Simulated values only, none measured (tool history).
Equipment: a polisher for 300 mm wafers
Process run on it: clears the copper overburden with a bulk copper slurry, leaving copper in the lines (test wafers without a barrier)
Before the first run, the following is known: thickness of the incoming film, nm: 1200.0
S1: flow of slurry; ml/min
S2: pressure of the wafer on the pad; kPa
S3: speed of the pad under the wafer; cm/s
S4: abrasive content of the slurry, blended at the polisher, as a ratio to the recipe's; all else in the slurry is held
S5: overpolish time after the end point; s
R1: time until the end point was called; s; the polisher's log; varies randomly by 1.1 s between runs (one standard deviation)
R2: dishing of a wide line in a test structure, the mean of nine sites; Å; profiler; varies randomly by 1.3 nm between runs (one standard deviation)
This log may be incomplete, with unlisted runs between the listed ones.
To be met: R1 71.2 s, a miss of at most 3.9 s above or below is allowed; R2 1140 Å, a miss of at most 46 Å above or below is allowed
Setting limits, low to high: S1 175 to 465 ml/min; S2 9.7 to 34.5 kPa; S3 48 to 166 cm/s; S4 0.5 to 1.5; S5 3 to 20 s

run  hour   S1    S2   S3    S4  S5      R1      R2
  1     0  295  22.1  106     1  10  97.054  677.54
  2   6.4  295  22.1  106     1   8  97.456  583.08
  3  11.4  325  22.1  106     1   8  95.592  589.13
  4  16.1  325  22.1  106  0.85   8  99.934  589.51
  5    17  325  22.1  106  0.85   6  100.18  471.89
  6  19.2  325  22.1  106   0.7   6  100.22  456.94
  7  22.1  340  27.6  122   0.9  11  71.213  905.64
  8    30  345  27.6  120  0.95  13  70.348  1005.7
  9  31.2  335  27.6  120     1  14  71.418  1035.3
 10    40  330  27.6  120     1  15  71.191  1076.6

5 candidate next runs follow, results not yet known. Just one meets every target within its allowed miss. Identify it.
  A  48.8  340  33.1   74     1  18   ?   ?
  B  48.8  295  25.5  132  0.95  15   ?   ?
  C  48.8  325  32.4  106  0.55  17   ?   ?
  D  48.8  310  26.2  136  0.85  15   ?   ?
  E  48.8  345  26.9  108  1.05  19   ?   ?

move      R1      R2
   A  78.385  1153.9
   B  73.643  1049.9
   C  71.804  1166.2
   D  71.294  1070.4
   E  77.041  1151.7
A: the furthest-off result lands on target, but another misses its tolerance
B: misses by more than the last run did
C: in spec on every target
D: misses by more than the last run did
E: the furthest-off result lands on target, but another misses its tolerance
Answer: C
